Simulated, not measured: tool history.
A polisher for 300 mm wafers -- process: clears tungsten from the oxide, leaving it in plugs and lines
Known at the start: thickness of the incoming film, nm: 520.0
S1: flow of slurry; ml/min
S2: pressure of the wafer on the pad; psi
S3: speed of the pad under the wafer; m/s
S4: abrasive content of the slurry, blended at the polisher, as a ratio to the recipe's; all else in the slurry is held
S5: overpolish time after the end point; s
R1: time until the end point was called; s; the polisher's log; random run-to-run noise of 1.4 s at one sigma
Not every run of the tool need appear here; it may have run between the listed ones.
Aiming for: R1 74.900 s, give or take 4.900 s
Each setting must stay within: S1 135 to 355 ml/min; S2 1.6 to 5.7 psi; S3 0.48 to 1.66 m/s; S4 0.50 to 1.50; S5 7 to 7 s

run,day,S1,S2,S3,S4,S5,R1
1,0.000,225,3.6,1.06,1.00,7,132.620
2,0.342,225,3.6,1.06,0.80,7,134.730
3,0.638,225,3.6,0.94,0.80,7,157.240
4,0.983,225,4.0,0.98,0.80,7,136.480
5,1.225,225,4.3,1.02,0.80,7,118.790
6,1.329,225,4.6,1.04,0.80,7,114.690
7,1.421,225,4.8,1.10,0.80,7,103.350
8,1.762,225,5.0,1.14,0.80,7,97.820

Which of these 4 next moves meets every target?
A,2.104,195,5.7,1.64,0.75,7,?
B,2.104,170,5.7,1.60,1.00,7,?
C,2.104,250,5.0,1.18,0.95,7,?
D,2.104,185,5.4,1.50,0.70,7,?

move,R1
A,63.553
B,61.872
C,88.916
D,74.469
A: takes the biggest miss from the last run beyond its target
B: takes the biggest miss from the last run beyond its target
C: better than the last run, though not everything is in spec
D: hits every target within its allowed miss
The right move is D.
